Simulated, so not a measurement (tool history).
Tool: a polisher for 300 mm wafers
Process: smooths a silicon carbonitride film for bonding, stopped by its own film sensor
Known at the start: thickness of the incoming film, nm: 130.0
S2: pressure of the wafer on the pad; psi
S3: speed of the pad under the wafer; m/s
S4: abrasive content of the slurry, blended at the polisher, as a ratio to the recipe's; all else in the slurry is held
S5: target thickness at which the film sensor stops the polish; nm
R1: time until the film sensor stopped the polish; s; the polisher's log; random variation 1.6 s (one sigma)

{"run": 1, "hour": 0.0, "flow of slurry (ml/min)": 260, "S2": 1.4, "S3": 0.7, "S4": 1.0, "S5": 119, "R1": 71.518}
{"run": 2, "hour": 0.6, "flow of slurry (ml/min)": 205, "S2": 1.4, "S3": 0.7, "S4": 1.0, "S5": 119, "R1": 72.597}
{"run": 3, "hour": 3.8, "flow of slurry (ml/min)": 205, "S2": 1.3, "S3": 0.7, "S4": 1.0, "S5": 119, "R1": 77.178}
{"run": 4, "hour": 8.4, "flow of slurry (ml/min)": 205, "S2": 1.6, "S3": 0.7, "S4": 1.0, "S5": 119, "R1": 62.282}
{"run": 5, "hour": 13.1, "flow of slurry (ml/min)": 230, "S2": 1.6, "S3": 0.7, "S4": 1.0, "S5": 119, "R1": 62.933}
{"run": 6, "hour": 21.9, "flow of slurry (ml/min)": 230, "S2": 1.6, "S3": 0.7, "S4": 1.15, "S5": 119, "R1": 60.67}

Run 7 comes next. What will it give?
{"run": 7, "hour": 25.7, "flow of slurry (ml/min)": 230, "S2": 1.4, "S3": 0.7, "S4": 1.15, "S5": 119, "R1": "?"}

{"run 7": {"R1": 66.728}}
